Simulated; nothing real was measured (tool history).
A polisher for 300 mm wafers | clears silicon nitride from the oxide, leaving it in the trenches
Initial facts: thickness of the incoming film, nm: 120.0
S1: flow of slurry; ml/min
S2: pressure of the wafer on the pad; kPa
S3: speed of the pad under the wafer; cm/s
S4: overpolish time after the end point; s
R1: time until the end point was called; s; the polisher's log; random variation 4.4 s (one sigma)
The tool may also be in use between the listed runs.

{"run": 1, "day": 0.0, "S1": 200, "S2": 19.3, "S3": 80, "S4": 46, "R1": 156.1}
{"run": 2, "day": 0.346, "S1": 200, "S2": 19.3, "S3": 96, "S4": 46, "R1": 128.94}
{"run": 3, "day": 0.442, "S1": 200, "S2": 15.9, "S3": 94, "S4": 46, "R1": 157.63}
{"run": 4, "day": 0.704, "S1": 200, "S2": 13.8, "S3": 92, "S4": 46, "R1": 187.68}
{"run": 5, "day": 0.821, "S1": 200, "S2": 16.5, "S3": 92, "S4": 46, "R1": 158.87}
{"run": 6, "day": 1.183, "S1": 200, "S2": 16.5, "S3": 102, "S4": 46, "R1": 139.72}
{"run": 7, "day": 1.533, "S1": 200, "S2": 14.5, "S3": 100, "S4": 46, "R1": 159.74}
{"run": 8, "day": 1.604, "S1": 200, "S2": 12.4, "S3": 98, "S4": 46, "R1": 190.15}

Run 9 is up next; what results do you expect?
{"run": 9, "day": 1.683, "S1": 200, "S2": 11.7, "S3": 98, "S4": 46, "R1": "?"}

For run 9 the tool returned R1 208.01 s.
